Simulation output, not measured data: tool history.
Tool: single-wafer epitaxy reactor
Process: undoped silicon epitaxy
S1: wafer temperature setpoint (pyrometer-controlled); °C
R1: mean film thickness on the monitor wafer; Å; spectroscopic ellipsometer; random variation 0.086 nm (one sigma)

Run 1, hour 0: S1 635 °C, deposition time (s) 188. Result: R1 224.69 Å.
Run 2, hour 1.4: S1 629 °C, deposition time (s) 188. Result: R1 198.04 Å.
Run 3, hour 2.7: S1 620 °C, deposition time (s) 188. Result: R1 164.12 Å.
Run 4, hour 9.7: S1 611 °C, deposition time (s) 188. Result: R1 134.08 Å.
At hour 14.3: pyrometer calibrated.
Run 5, hour 14.3: S1 611 °C, deposition time (s) 175. Result: R1 132.96 Å.
Run 6, hour 16.2: S1 621 °C, deposition time (s) 176. Result: R1 166.15 Å.
Run 7, hour 21.7: S1 628 °C, deposition time (s) 177. Result: R1 194.27 Å.

The next listed run, before its measurement:
Run 8, hour 24.6: S1 633 °C, deposition time (s) 178. Result: R1 ?.

Run 8 gave R1 218.55 Å.
